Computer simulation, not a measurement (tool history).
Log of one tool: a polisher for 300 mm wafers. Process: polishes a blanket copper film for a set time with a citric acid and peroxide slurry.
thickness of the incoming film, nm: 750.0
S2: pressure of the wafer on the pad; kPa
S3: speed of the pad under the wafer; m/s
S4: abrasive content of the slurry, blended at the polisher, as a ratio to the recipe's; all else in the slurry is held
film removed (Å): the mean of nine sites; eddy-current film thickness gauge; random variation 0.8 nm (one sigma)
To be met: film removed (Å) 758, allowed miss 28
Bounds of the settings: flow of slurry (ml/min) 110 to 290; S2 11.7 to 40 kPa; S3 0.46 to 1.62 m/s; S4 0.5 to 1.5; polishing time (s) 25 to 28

{"run": 1, "hour": 0.0, "flow of slurry (ml/min)": 185, "S2": 25.5, "S3": 1.04, "S4": 1, "polishing time (s)": 28, "film removed (Å)": 951.97}
{"run": 2, "hour": 8.0, "flow of slurry (ml/min)": 185, "S2": 25.5, "S3": 1.04, "S4": 1.15, "polishing time (s)": 28, "film removed (Å)": 992.8}
{"run": 3, "hour": 12.0, "flow of slurry (ml/min)": 185, "S2": 25.5, "S3": 1.04, "S4": 1.15, "polishing time (s)": 25, "film removed (Å)": 885.39}
{"run": 4, "hour": 20.4, "flow of slurry (ml/min)": 185, "S2": 24.8, "S3": 1.04, "S4": 1.15, "polishing time (s)": 25, "film removed (Å)": 836.58}
{"run": 5, "hour": 29.2, "flow of slurry (ml/min)": 180, "S2": 23.4, "S3": 1.04, "S4": 1.15, "polishing time (s)": 25, "film removed (Å)": 801.72}
{"run": 6, "hour": 33.2, "flow of slurry (ml/min)": 180, "S2": 26.2, "S3": 1.04, "S4": 1.15, "polishing time (s)": 25, "film removed (Å)": 902.1}
{"run": 7, "hour": 36.9, "flow of slurry (ml/min)": 180, "S2": 25.5, "S3": 1.04, "S4": 1.15, "polishing time (s)": 25, "film removed (Å)": 891.01}
{"run": 8, "hour": 42.2, "flow of slurry (ml/min)": 170, "S2": 20.7, "S3": 1.04, "S4": 1.15, "polishing time (s)": 25, "film removed (Å)": 713.51}

5 next moves are on the table. One of them brings every result within its allowed miss. Which?
{"run": "A", "hour": 47.5, "flow of slurry (ml/min)": 180, "S2": 20, "S3": 1.02, "S4": 1.15, "polishing time (s)": 25, "film removed (Å)": "?"}
{"run": "B", "hour": 47.5, "flow of slurry (ml/min)": 155, "S2": 18.6, "S3": 1.02, "S4": 1.25, "polishing time (s)": 25, "film removed (Å)": "?"}
{"run": "C", "hour": 47.5, "flow of slurry (ml/min)": 150, "S2": 23.4, "S3": 0.8, "S4": 1.05, "polishing time (s)": 28, "film removed (Å)": "?"}
{"run": "D", "hour": 47.5, "flow of slurry (ml/min)": 160, "S2": 20.7, "S3": 1.12, "S4": 0.95, "polishing time (s)": 26, "film removed (Å)": "?"}
{"run": "E", "hour": 47.5, "flow of slurry (ml/min)": 210, "S2": 19.3, "S3": 1, "S4": 1.1, "polishing time (s)": 25, "film removed (Å)": "?"}

move=A film_removed_(Å)=678.43
move=B film_removed_(Å)=628.61
move=C film_removed_(Å)=676.12
move=D film_removed_(Å)=744.47
move=E film_removed_(Å)=652.83
A: further off than the last run
B: further off than the last run
C: further off than the last run
D: meets every target
E: further off than the last run
The right move is D.
